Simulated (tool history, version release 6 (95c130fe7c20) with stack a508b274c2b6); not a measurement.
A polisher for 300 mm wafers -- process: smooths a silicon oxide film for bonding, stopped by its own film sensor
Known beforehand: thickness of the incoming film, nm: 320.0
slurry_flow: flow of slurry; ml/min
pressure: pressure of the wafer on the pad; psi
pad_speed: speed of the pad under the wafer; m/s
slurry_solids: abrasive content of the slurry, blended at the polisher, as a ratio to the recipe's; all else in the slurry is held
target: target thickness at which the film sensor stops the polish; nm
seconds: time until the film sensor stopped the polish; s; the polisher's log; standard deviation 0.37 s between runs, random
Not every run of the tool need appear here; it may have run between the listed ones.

run,hour,slurry_flow,pressure,pad_speed,slurry_solids,target,seconds
1,0.0,265,1.7,0.86,1.0,293,46.437
2,9.0,265,1.9,0.86,1.0,293,42.189
3,10.8,265,1.6,0.86,1.0,293,49.697
4,16.5,265,1.6,0.66,1.0,293,58.748
5,20.5,265,1.6,0.58,1.0,293,65.308
6,23.4,265,1.9,0.62,1.0,293,52.422
7,28.9,265,2.1,0.64,1.0,293,46.847

Run 8, settings as shown, results not yet in. Your forecast:
8,35.2,265,2.3,0.68,1.0,293,?

{"run 8": {"seconds": 40.939}}

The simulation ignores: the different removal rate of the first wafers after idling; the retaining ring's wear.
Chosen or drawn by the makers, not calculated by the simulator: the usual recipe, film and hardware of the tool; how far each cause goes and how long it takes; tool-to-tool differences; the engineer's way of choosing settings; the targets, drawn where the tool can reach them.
